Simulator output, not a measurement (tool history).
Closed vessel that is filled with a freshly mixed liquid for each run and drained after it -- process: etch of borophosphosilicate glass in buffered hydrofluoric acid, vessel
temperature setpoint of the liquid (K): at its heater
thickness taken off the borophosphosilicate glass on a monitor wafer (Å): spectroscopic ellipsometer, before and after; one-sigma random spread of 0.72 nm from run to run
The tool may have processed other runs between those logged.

run,hour,temperature setpoint of the liquid (K),parts of 40 % ammonium fluoride to one part of 49 % hydrofluoric acid (parts by volume),time in the liquid (s),thickness taken off the borophosphosilicate glass on a monitor wafer (Å)
1,0,297.15,13.5,100,1538.3
2,1.5,296.15,13.5,100,1443
3,10.5,296.15,11.5,100,1692.6
4,11,296.15,14.5,100,1362.8
5,15.7,295.15,14.5,100,1276
# hour 22.7: thermometer replaced
6,22.7,298.15,14.5,100,1432.2
7,30.5,294.15,15.5,100,1055.6

Estimate the outcome of run 8 from the log above:
8,35.9,293.65,15.5,100,?

thickness taken off the borophosphosilicate glass on a monitor wafer (Å): 1044.6
